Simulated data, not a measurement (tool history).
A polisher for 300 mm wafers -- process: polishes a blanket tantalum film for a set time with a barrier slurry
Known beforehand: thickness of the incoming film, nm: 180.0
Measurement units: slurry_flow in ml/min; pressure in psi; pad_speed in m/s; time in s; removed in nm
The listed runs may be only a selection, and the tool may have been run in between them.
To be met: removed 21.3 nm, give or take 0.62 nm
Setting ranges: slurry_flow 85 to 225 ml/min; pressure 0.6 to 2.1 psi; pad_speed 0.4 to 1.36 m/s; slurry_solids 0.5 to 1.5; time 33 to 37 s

{"run": 1, "day": 0.0, "slurry_flow": 145, "pressure": 1.3, "pad_speed": 0.88, "slurry_solids": 1, "time": 37, "removed": 29.276}
{"run": 2, "day": 0.125, "slurry_flow": 140, "pressure": 1.2, "pad_speed": 0.88, "slurry_solids": 1, "time": 37, "removed": 26.82}
{"run": 3, "day": 0.4, "slurry_flow": 140, "pressure": 1.2, "pad_speed": 0.88, "slurry_solids": 1, "time": 33, "removed": 23.956}
{"run": 4, "day": 0.512, "slurry_flow": 140, "pressure": 0.9, "pad_speed": 0.88, "slurry_solids": 1, "time": 33, "removed": 18.323}
{"run": 5, "day": 0.838, "slurry_flow": 140, "pressure": 0.9, "pad_speed": 0.88, "slurry_solids": 1, "time": 33, "removed": 18.039}
{"run": 6, "day": 0.879, "slurry_flow": 145, "pressure": 0.9, "pad_speed": 0.88, "slurry_solids": 1, "time": 33, "removed": 18.206}
{"run": 7, "day": 1.033, "slurry_flow": 145, "pressure": 0.9, "pad_speed": 0.88, "slurry_solids": 1, "time": 33, "removed": 18.356}
{"run": 8, "day": 1.117, "slurry_flow": 150, "pressure": 0.9, "pad_speed": 0.88, "slurry_solids": 1, "time": 33, "removed": 18.407}
{"run": 9, "day": 1.158, "slurry_flow": 155, "pressure": 0.9, "pad_speed": 0.88, "slurry_solids": 1, "time": 33, "removed": 18.414}
{"run": 10, "day": 1.208, "slurry_flow": 160, "pressure": 1, "pad_speed": 0.88, "slurry_solids": 1, "time": 33, "removed": 20.629}
{"run": 11, "day": 1.304, "slurry_flow": 165, "pressure": 1, "pad_speed": 0.88, "slurry_solids": 1, "time": 33, "removed": 20.467}

Pick the move, out of 4, that brings all results within their allowed miss; only one does.
{"run": "A", "day": 1.4, "slurry_flow": 210, "pressure": 0.9, "pad_speed": 1.14, "slurry_solids": 0.9, "time": 33, "removed": "?"}
{"run": "B", "day": 1.4, "slurry_flow": 155, "pressure": 1.1, "pad_speed": 0.74, "slurry_solids": 1, "time": 34, "removed": "?"}
{"run": "C", "day": 1.4, "slurry_flow": 175, "pressure": 1.2, "pad_speed": 0.82, "slurry_solids": 0.8, "time": 33, "removed": "?"}
{"run": "D", "day": 1.4, "slurry_flow": 150, "pressure": 1.1, "pad_speed": 0.84, "slurry_solids": 1.25, "time": 33, "removed": "?"}

move=A removed=22.976
move=B removed=19.72
move=C removed=20.99
move=D removed=22.787
A: the result that was furthest off in the last run now lies on the other side of its target
B: misses by more than the last run did
C: in spec on every target
D: the result that was furthest off in the last run now lies on the other side of its target
The move that meets every target is C.
